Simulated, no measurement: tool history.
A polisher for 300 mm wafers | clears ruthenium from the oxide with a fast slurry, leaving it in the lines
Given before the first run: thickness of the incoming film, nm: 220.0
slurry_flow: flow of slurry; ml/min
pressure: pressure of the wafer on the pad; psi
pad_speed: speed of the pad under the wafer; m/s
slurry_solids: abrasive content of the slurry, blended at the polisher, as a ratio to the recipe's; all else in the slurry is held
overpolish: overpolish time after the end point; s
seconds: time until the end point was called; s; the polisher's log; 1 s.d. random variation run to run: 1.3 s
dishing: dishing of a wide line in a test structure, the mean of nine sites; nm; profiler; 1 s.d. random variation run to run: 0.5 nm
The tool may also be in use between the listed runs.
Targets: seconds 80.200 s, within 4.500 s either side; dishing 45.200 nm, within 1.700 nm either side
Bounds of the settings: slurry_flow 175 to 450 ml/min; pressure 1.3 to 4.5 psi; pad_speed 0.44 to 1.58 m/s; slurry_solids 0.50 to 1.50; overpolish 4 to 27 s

run 1 day=0.000 | slurry_flow=290 pressure=2.9 pad_speed=1.00 slurry_solids=1.00 overpolish=14 | seconds=41.422 dishing=53.793
run 2 day=0.175 | slurry_flow=290 pressure=2.6 pad_speed=0.98 slurry_solids=1.00 overpolish=15 | seconds=46.025 dishing=51.874
run 3 day=0.400 | slurry_flow=290 pressure=2.4 pad_speed=0.96 slurry_solids=1.00 overpolish=16 | seconds=50.909 dishing=50.324
run 4 day=0.725 | slurry_flow=290 pressure=2.2 pad_speed=0.94 slurry_solids=1.00 overpolish=17 | seconds=55.963 dishing=49.065
run 5 day=1.033 | slurry_flow=290 pressure=2.2 pad_speed=0.72 slurry_solids=1.00 overpolish=17 | seconds=72.069 dishing=39.171
run 6 day=1.142 | slurry_flow=290 pressure=2.2 pad_speed=0.72 slurry_solids=1.00 overpolish=18 | seconds=73.965 dishing=40.895
run 7 day=1.467 | slurry_flow=290 pressure=2.0 pad_speed=0.72 slurry_solids=1.00 overpolish=21 | seconds=82.732 dishing=43.001
run 8 day=1.642 | slurry_flow=290 pressure=2.0 pad_speed=0.72 slurry_solids=1.00 overpolish=21 | seconds=80.579 dishing=43.131

Which one of the following 5 next-run settings gets every result inside its allowed miss? There is exactly one.
run A day=1.817 | slurry_flow=310 pressure=2.1 pad_speed=0.72 slurry_solids=0.90 overpolish=21 | seconds=? dishing=?
run B day=1.817 | slurry_flow=310 pressure=2.0 pad_speed=0.76 slurry_solids=1.10 overpolish=18 | seconds=? dishing=?
run C day=1.817 | slurry_flow=305 pressure=2.0 pad_speed=0.74 slurry_solids=0.95 overpolish=22 | seconds=? dishing=?
run D day=1.817 | slurry_flow=305 pressure=1.8 pad_speed=0.78 slurry_solids=0.95 overpolish=20 | seconds=? dishing=?
run E day=1.817 | slurry_flow=270 pressure=2.3 pad_speed=0.56 slurry_solids=1.30 overpolish=24 | seconds=? dishing=?

move=A seconds=83.293 dishing=42.811
move=B seconds=73.301 dishing=41.821
move=C seconds=82.127 dishing=45.165
move=D seconds=86.339 dishing=39.699
move=E seconds=79.634 dishing=50.055
A: further off than the last run
B: further off than the last run
C: each result inside its tolerance
D: further off than the last run
E: pushes the last run's worst result past its target
C is the move that brings every result within its allowed miss.
